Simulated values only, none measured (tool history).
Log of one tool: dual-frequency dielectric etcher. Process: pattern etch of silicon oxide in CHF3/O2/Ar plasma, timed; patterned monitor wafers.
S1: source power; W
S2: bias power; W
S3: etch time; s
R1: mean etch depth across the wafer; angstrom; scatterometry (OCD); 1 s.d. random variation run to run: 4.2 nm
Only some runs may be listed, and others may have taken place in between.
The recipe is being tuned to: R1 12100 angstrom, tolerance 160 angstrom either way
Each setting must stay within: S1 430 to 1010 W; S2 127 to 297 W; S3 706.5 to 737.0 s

run,hour,S1,S2,S3,R1
1,0.0,720,212,706.5,15093
2,6.3,720,192,706.5,14438
3,8.5,680,190,706.5,14056
4,14.1,760,190,706.5,14792
5,16.1,760,170,706.5,14267
6,22.8,730,169,706.5,14059
7,25.5,700,168,706.5,13686
8,30.4,680,167,706.5,13400
9,32.9,660,167,706.5,13280
10,41.3,640,167,706.5,13105
11,44.5,620,167,706.5,12806
12,47.8,610,167,706.5,12669
13,53.2,600,167,706.5,12622
14,62.0,510,164,706.5,11668
15,68.5,520,164,706.5,11737

4 next moves are on the table. One of them brings every result within its allowed miss. Which?
A,75.0,450,173,737.0,?
B,75.0,480,163,708.5,?
C,75.0,550,172,712.0,?
D,75.0,460,186,732.5,?

move,R1
A,11705
B,11363
C,12439
D,12085
A: misses by more than the last run did
B: misses by more than the last run did
C: moves the result that the last run missed by most past its target, out the other side
D: each result inside its tolerance
The right move is D.
